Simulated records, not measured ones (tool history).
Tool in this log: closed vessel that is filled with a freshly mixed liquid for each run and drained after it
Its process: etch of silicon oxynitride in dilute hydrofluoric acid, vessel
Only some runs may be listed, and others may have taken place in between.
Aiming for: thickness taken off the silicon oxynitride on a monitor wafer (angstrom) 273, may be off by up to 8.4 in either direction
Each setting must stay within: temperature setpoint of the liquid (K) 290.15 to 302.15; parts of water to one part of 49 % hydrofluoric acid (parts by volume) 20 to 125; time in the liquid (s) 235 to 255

run  hour  temperature setpoint of the liquid (K)  parts of water to one part of 49 % hydrofluoric acid (parts by volume)  time in the liquid (s)  thickness taken off the silicon oxynitride on a monitor wafer (angstrom)
  1     0                                  294.15                                                                      70                     235                                                                    118.99
  2   8.8                                  295.15                                                                      65                     235                                                                    136.56
  3  17.9                                  295.15                                                                      65                     235                                                                     135.5
  4  21.7                                  297.15                                                                      65                     235                                                                     151.1
  5  24.1                                  297.15                                                                      50                     235                                                                    201.89
  6  24.9                                  297.15                                                                      50                     235                                                                    199.51
  7  31.9                                  297.65                                                                      50                     235                                                                    200.01
  8  36.1                                  298.15                                                                      50                     235                                                                    203.94
  9  40.6                                  298.15                                                                      50                     235                                                                    208.56
 10  43.1                                  298.65                                                                      50                     235                                                                    212.83
 11  50.3                                  299.15                                                                      50                     235                                                                    219.36
 12    57                                  299.65                                                                      50                     235                                                                    226.35
 13    62                                  300.15                                                                      50                     235                                                                    229.79

Exercise: of the 5 proposed moves below, exactly one satisfies all targets within the stated allowed misses. Which move is it?
  A    67                                  301.65                                                                      50                     245                                                                         ?
  B    67                                  300.15                                                                      45                     250                                                                         ?
  C    67                                  301.65                                                                      60                     235                                                                         ?
  D    67                                  299.65                                                                      45                     235                                                                         ?
  E    67                                  297.65                                                                      40                     235                                                                         ?

move  thickness taken off the silicon oxynitride on a monitor wafer (angstrom)
   A                                                                    258.69
   B                                                                    274.42
   C                                                                    204.76
   D                                                                    251.85
   E                                                                    258.22
A: nearer the targets than the last run, but a result is still out of spec
B: each result inside its tolerance
C: the biggest miss grows against the last run
D: nearer the targets than the last run, but a result is still out of spec
E: nearer the targets than the last run, but a result is still out of spec
The move that meets every target is B.
